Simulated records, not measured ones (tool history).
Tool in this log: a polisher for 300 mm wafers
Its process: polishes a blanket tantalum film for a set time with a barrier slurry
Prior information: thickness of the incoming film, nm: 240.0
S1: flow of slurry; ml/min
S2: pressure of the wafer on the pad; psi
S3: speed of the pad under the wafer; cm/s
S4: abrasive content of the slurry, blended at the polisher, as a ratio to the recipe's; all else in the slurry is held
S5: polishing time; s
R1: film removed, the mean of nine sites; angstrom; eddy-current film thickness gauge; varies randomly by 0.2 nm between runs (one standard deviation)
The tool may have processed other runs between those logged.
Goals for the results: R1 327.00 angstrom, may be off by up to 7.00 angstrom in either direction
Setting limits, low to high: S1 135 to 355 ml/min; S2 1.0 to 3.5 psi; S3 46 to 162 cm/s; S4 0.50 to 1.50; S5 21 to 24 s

run 1 hour=0.0 | S1=225 S2=2.2 S3=104 S4=1.00 S5=24 | R1=442.24
run 2 hour=7.5 | S1=225 S2=2.2 S3=104 S4=1.15 S5=24 | R1=468.11
run 3 hour=12.6 | S1=220 S2=2.1 S3=104 S4=1.15 S5=24 | R1=446.86
run 4 hour=13.2 | S1=220 S2=2.6 S3=104 S4=1.15 S5=24 | R1=544.19
run 5 hour=14.9 | S1=220 S2=2.6 S3=104 S4=1.15 S5=21 | R1=473.93
run 6 hour=22.3 | S1=220 S2=2.6 S3=104 S4=1.15 S5=24 | R1=539.34
run 7 hour=26.0 | S1=215 S2=2.4 S3=104 S4=1.15 S5=24 | R1=499.64
run 8 hour=29.7 | S1=215 S2=2.3 S3=104 S4=1.15 S5=24 | R1=476.96
run 9 hour=38.1 | S1=185 S2=1.7 S3=104 S4=1.15 S5=24 | R1=353.20
run 10 hour=46.9 | S1=180 S2=1.7 S3=104 S4=1.15 S5=24 | R1=349.64
run 11 hour=49.5 | S1=175 S2=1.7 S3=104 S4=1.15 S5=24 | R1=346.23
run 12 hour=53.7 | S1=170 S2=1.7 S3=104 S4=1.15 S5=24 | R1=347.56

5 next moves are on the table. One of them brings every result within its allowed miss. Which?
run A hour=57.9 | S1=165 S2=1.6 S3=102 S4=1.25 S5=23 | R1=?
run B hour=57.9 | S1=135 S2=2.3 S3=82 S4=1.50 S5=23 | R1=?
run C hour=57.9 | S1=170 S2=1.9 S3=94 S4=1.20 S5=22 | R1=?
run D hour=57.9 | S1=175 S2=1.8 S3=98 S4=1.15 S5=24 | R1=?
run E hour=57.9 | S1=175 S2=1.7 S3=110 S4=1.00 S5=24 | R1=?

move=A R1=314.75
move=B R1=362.98
move=C R1=326.43
move=D R1=349.61
move=E R1=355.24
A: the result that was furthest off in the last run now lies on the other side of its target
B: its largest miss is bigger than the last run's
C: every result lands within tolerance
D: its largest miss is bigger than the last run's
E: its largest miss is bigger than the last run's
The move that meets every target is C.

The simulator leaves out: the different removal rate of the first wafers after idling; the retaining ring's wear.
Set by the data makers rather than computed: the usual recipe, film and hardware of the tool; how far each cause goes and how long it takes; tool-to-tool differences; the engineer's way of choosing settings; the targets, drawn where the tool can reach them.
